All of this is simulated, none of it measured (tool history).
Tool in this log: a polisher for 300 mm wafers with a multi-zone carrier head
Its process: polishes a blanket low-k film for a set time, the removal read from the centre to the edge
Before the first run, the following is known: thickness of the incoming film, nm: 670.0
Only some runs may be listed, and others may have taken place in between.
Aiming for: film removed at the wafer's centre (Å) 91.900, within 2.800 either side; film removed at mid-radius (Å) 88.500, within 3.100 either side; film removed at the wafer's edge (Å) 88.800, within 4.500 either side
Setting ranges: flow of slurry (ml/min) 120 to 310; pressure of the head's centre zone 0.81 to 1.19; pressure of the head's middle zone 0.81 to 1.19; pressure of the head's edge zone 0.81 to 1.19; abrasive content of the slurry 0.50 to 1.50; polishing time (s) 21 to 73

| run | hour | flow of slurry (ml/min) | pressure of the head's centre zone | pressure of the head's middle zone | pressure of the head's edge zone | abrasive content of the slurry | polishing time (s) | film removed at the wafer's centre (Å) | film removed at mid-radius (Å) | film removed at the wafer's edge (Å) |
|---|---|---|---|---|---|---|---|---|---|---|
| 1 | 0.0 | 200 | 1.00 | 1.00 | 1.00 | 1.00 | 47 | 120.900 | 123.560 | 130.560 |
| 2 | 6.9 | 200 | 1.00 | 0.99 | 0.98 | 0.95 | 46 | 116.370 | 116.540 | 122.960 |
| 3 | 12.3 | 200 | 1.00 | 0.99 | 0.96 | 0.90 | 46 | 113.900 | 114.730 | 118.700 |
| 4 | 18.9 | 200 | 1.00 | 0.98 | 0.94 | 0.85 | 46 | 110.050 | 109.530 | 116.140 |
| 5 | 25.6 | 200 | 1.00 | 0.98 | 0.89 | 0.85 | 46 | 109.710 | 111.040 | 113.340 |
| 6 | 30.2 | 200 | 1.00 | 0.98 | 0.97 | 0.85 | 46 | 110.560 | 109.190 | 113.780 |
| 7 | 31.6 | 200 | 1.00 | 0.98 | 0.97 | 0.85 | 46 | 109.750 | 110.630 | 118.120 |
| 8 | 36.9 | 200 | 1.01 | 0.98 | 0.95 | 0.80 | 46 | 108.670 | 106.900 | 111.430 |
| 9 | 38.9 | 200 | 1.01 | 0.98 | 0.94 | 0.75 | 46 | 103.630 | 103.430 | 107.490 |
| 10 | 44.2 | 200 | 1.02 | 0.98 | 0.93 | 0.70 | 46 | 102.230 | 100.710 | 103.580 |
| 11 | 45.3 | 195 | 1.02 | 0.98 | 0.92 | 0.65 | 46 | 97.417 | 95.586 | 101.010 |
| 12 | 52.7 | 190 | 1.07 | 1.03 | 0.82 | 0.55 | 44 | 89.807 | 85.382 | 82.748 |
| 13 | 59.2 | 195 | 1.07 | 1.03 | 0.83 | 0.55 | 44 | 88.730 | 85.104 | 81.323 |
|  | 61.6 | edge zone pressure recalibrated |
| 14 | 61.6 | 195 | 1.07 | 1.03 | 0.84 | 0.55 | 44 | 88.526 | 85.397 | 79.336 |
| 15 | 64.7 | 195 | 1.07 | 1.02 | 0.84 | 0.55 | 44 | 87.132 | 84.150 | 78.123 |
| 16 | 69.2 | 190 | 1.07 | 1.02 | 0.85 | 0.55 | 44 | 88.688 | 85.813 | 77.320 |
| 17 | 72.3 | 195 | 1.07 | 1.02 | 0.85 | 0.55 | 44 | 87.953 | 86.553 | 80.159 |

Exactly one of the 5 candidate moves below puts every result within its allowed miss. Which one?
| A | 75.4 | 165 | 0.98 | 0.91 | 0.82 | 0.55 | 51 | ? | ? | ? |
| B | 75.4 | 160 | 0.92 | 0.85 | 0.90 | 0.65 | 49 | ? | ? | ? |
| C | 75.4 | 180 | 1.03 | 1.04 | 0.81 | 0.95 | 34 | ? | ? | ? |
| D | 75.4 | 245 | 0.98 | 1.00 | 0.98 | 0.50 | 48 | ? | ? | ? |
| E | 75.4 | 195 | 0.97 | 1.00 | 0.83 | 0.65 | 45 | ? | ? | ? |

| move | film removed at the wafer's centre (Å) | film removed at mid-radius (Å) | film removed at the wafer's edge (Å) |
|---|---|---|---|
| A | 92.676 | 89.314 | 86.237 |
| B | 92.033 | 89.075 | 95.018 |
| C | 87.627 | 89.926 | 76.894 |
| D | 86.017 | 89.215 | 85.417 |
| E | 90.996 | 95.572 | 85.230 |
A: all results in spec
B: pushes the last run's worst result past its target
C: the biggest miss grows against the last run
D: gets the furthest-off result to its target, but another result is out of tolerance
E: gets the furthest-off result to its target, but another result is out of tolerance
A meets every target.
